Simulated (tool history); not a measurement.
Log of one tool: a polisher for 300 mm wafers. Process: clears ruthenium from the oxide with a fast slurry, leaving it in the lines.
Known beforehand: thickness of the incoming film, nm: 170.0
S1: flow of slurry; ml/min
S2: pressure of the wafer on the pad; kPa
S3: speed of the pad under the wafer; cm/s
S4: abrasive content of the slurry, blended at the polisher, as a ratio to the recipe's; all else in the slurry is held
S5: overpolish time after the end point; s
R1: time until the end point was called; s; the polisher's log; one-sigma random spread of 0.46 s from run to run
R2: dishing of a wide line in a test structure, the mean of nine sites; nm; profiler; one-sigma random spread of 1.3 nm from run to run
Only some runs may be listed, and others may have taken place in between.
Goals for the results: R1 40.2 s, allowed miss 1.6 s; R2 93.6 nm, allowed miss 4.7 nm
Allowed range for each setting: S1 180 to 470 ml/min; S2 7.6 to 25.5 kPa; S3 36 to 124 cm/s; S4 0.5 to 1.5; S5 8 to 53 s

run	day	S1	S2	S3	S4	S5	R1	R2
1	0	300	16.5	80	1	27	57.456	53.293
2	0.188	300	18.6	80	1	30	50.583	62.525
3	0.242	300	18.6	80	0.8	30	56.067	57.902
4	0.592	225	18.6	80	0.8	30	57.995	59.039
5	0.783	180	18.6	80	0.8	30	58.953	58.158
6	0.846	180	18.6	80	0.8	26	57.734	51.205
7	0.971	180	20.7	80	0.8	29	51.808	60.512
8	1.029	180	22.1	82	0.8	32	48.723	71.769
9	1.104	180	25.5	86	0.8	35	39.286	86.554
10	1.358	180	25.5	86	0.8	36	40.934	88.199

Next run, 4 choices. One meets every target within its allowed miss, the rest don't. Which?
A	1.612	185	24.1	84	0.9	33	?	?
B	1.612	180	24.8	84	0.85	35	?	?
C	1.612	185	25.5	88	0.75	40	?	?
D	1.612	185	24.1	92	0.75	34	?	?

move	R1	R2
A	40.914	81.159
B	40.913	84.754
C	40.251	94.274
D	40.637	83.386
A: further off than the last run
B: further off than the last run
C: meets every target
D: further off than the last run
So the answer is move C, the one that meets all the targets.

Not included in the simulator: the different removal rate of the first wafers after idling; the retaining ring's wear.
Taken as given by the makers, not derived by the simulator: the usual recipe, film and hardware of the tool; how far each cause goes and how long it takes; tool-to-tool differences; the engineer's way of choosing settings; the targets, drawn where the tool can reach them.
